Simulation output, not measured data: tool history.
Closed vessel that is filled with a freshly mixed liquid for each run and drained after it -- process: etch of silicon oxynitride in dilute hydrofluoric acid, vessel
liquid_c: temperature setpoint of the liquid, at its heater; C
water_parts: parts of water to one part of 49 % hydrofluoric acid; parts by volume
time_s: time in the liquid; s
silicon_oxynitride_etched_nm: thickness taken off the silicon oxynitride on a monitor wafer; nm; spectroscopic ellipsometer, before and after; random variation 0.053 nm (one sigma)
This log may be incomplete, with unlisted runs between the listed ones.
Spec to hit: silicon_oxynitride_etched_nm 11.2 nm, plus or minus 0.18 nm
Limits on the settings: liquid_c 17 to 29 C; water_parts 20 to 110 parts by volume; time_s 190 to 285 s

run,hour,liquid_c,water_parts,time_s,silicon_oxynitride_etched_nm
1,0,21,60,285,6.378
2,2.4,21,50,285,7.6677
3,11.7,22,50,285,8.1085
4,16.7,19,50,285,6.9666
5,19.7,20,50,285,7.2543
6,28,21,50,285,7.673
7,29.3,21.5,50,285,7.9176
8,31.2,22,50,285,8.0643
9,33.6,22.5,50,285,8.2851
10,39.8,23,50,285,8.5167
11,41.2,27,50,285,10.345
12,42.8,28,50,285,10.811

Which single option among these 4 for the next run brings every result within its allowed miss of target? Just one does.
A,44.4,26.5,40,260,?
B,44.4,29,50,280,?
C,44.4,27,45,285,?
D,44.4,25.5,40,275,?

move,silicon_oxynitride_etched_nm
A,11.647
B,11.224
C,11.581
D,11.729
A: moves the result that the last run missed by most past its target, out the other side
B: all results land within tolerance of their targets
C: moves the result that the last run missed by most past its target, out the other side
D: moves the result that the last run missed by most past its target, out the other side
B meets every target.
